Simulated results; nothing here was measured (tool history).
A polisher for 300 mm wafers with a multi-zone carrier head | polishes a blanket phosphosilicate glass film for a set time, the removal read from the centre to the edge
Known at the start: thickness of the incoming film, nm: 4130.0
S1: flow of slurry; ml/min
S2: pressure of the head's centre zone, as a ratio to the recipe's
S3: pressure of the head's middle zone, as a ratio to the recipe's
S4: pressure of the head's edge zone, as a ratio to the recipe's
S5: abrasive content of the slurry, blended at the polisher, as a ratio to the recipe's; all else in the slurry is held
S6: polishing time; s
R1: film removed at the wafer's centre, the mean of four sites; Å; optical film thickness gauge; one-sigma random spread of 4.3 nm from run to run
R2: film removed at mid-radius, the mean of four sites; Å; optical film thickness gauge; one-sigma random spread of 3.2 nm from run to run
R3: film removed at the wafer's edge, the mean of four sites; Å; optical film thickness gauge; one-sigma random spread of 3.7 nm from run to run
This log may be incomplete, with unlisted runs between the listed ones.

run,day,S1,S2,S3,S4,S5,S6,R1,R2,R3
1,0,195,1,1,1,1,42,4930.8,4934.3,5087.6
2,0.371,195,1,1,1,1,46,5386.4,5438.2,5544.5
3,0.412,195,1,1,1,0.9,46,5082.7,5150,5248.9
4,0.467,195,1,1.05,1,0.9,46,5147.1,5256,5261.3
5,0.525,195,1,1.05,1,1,46,5451.5,5677.2,5573.3
6,0.604,195,1.02,1.02,1.03,1,46,5515.6,5534.8,5595.6
7,0.675,200,1.03,0.99,1.06,1,46,5565.5,5357.9,5747
8,0.9,200,1.03,0.99,1.06,1,46,5567.8,5385.4,5735

Forecast run 9:
9,1,205,1.04,0.98,1.07,1,46,?,?,?

Logged for run 9: R1 5607.4 Å, R2 5383.5 Å, R3 5738.8 Å.

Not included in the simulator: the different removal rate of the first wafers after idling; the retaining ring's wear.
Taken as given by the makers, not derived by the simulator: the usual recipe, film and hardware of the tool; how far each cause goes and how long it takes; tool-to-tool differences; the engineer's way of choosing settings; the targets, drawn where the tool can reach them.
